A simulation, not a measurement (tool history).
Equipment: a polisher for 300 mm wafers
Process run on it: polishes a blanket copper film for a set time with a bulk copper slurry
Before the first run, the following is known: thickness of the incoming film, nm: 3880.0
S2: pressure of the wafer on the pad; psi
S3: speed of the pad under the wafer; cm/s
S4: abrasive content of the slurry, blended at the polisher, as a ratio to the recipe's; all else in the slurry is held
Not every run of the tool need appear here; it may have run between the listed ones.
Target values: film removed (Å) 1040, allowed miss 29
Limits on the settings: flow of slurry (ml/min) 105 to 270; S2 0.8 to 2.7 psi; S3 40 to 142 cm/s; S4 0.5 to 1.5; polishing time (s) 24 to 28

Run 1, hour 0: flow of slurry (ml/min) 175, S2 1.7 psi, S3 90 cm/s, S4 1, polishing time (s) 28. Result: film removed (Å) 1534.9.
Run 2, hour 2.3: flow of slurry (ml/min) 175, S2 1.7 psi, S3 90 cm/s, S4 0.85, polishing time (s) 28. Result: film removed (Å) 1493.4.
Run 3, hour 8.5: flow of slurry (ml/min) 170, S2 1.6 psi, S3 90 cm/s, S4 0.85, polishing time (s) 28. Result: film removed (Å) 1387.9.
Run 4, hour 14.5: flow of slurry (ml/min) 165, S2 1.5 psi, S3 90 cm/s, S4 0.85, polishing time (s) 28. Result: film removed (Å) 1328.3.
Run 5, hour 23.2: flow of slurry (ml/min) 165, S2 1.5 psi, S3 90 cm/s, S4 1, polishing time (s) 28. Result: film removed (Å) 1390.4.
Run 6, hour 27.9: flow of slurry (ml/min) 165, S2 1.7 psi, S3 90 cm/s, S4 1, polishing time (s) 28. Result: film removed (Å) 1527.6.
Run 7, hour 30: flow of slurry (ml/min) 165, S2 1.6 psi, S3 90 cm/s, S4 1, polishing time (s) 28. Result: film removed (Å) 1453.9.
Run 8, hour 33.2: flow of slurry (ml/min) 165, S2 1.5 psi, S3 90 cm/s, S4 1, polishing time (s) 28. Result: film removed (Å) 1376.2.
Run 9, hour 37.9: flow of slurry (ml/min) 165, S2 1.4 psi, S3 90 cm/s, S4 1, polishing time (s) 28. Result: film removed (Å) 1302.1.
Run 10, hour 44.4: flow of slurry (ml/min) 165, S2 1.3 psi, S3 90 cm/s, S4 1, polishing time (s) 28. Result: film removed (Å) 1236.7.
Run 11, hour 46.7: flow of slurry (ml/min) 160, S2 1.1 psi, S3 90 cm/s, S4 1, polishing time (s) 28. Result: film removed (Å) 1076.1.
Run 12, hour 54.1: flow of slurry (ml/min) 160, S2 1.1 psi, S3 90 cm/s, S4 1, polishing time (s) 28. Result: film removed (Å) 1080.2.
Run 13, hour 54.7: flow of slurry (ml/min) 155, S2 1.1 psi, S3 90 cm/s, S4 1, polishing time (s) 28. Result: film removed (Å) 1071.3.

5 next moves are on the table. One of them brings every result within its allowed miss. Which?
Run A, hour 55.3: flow of slurry (ml/min) 270, S2 1.2 psi, S3 92 cm/s, S4 1.05, polishing time (s) 25. Result: film removed (Å) ?.
Run B, hour 55.3: flow of slurry (ml/min) 155, S2 1 psi, S3 110 cm/s, S4 0.75, polishing time (s) 26. Result: film removed (Å) ?.
Run C, hour 55.3: flow of slurry (ml/min) 105, S2 1.3 psi, S3 108 cm/s, S4 0.95, polishing time (s) 24. Result: film removed (Å) ?.
Run D, hour 55.3: flow of slurry (ml/min) 110, S2 1.1 psi, S3 88 cm/s, S4 1.05, polishing time (s) 28. Result: film removed (Å) ?.
Run E, hour 55.3: flow of slurry (ml/min) 125, S2 1.4 psi, S3 84 cm/s, S4 0.8, polishing time (s) 28. Result: film removed (Å) ?.

move  film removed (Å)
   A            1142.9
   B            1042.7
   C            1114.2
   D            983.52
   E            1095.9
A: moves away from the targets compared with the last run
B: each result inside its tolerance
C: moves away from the targets compared with the last run
D: moves the result that the last run missed by most past its target, out the other side
E: moves away from the targets compared with the last run
The move that meets every target is B.

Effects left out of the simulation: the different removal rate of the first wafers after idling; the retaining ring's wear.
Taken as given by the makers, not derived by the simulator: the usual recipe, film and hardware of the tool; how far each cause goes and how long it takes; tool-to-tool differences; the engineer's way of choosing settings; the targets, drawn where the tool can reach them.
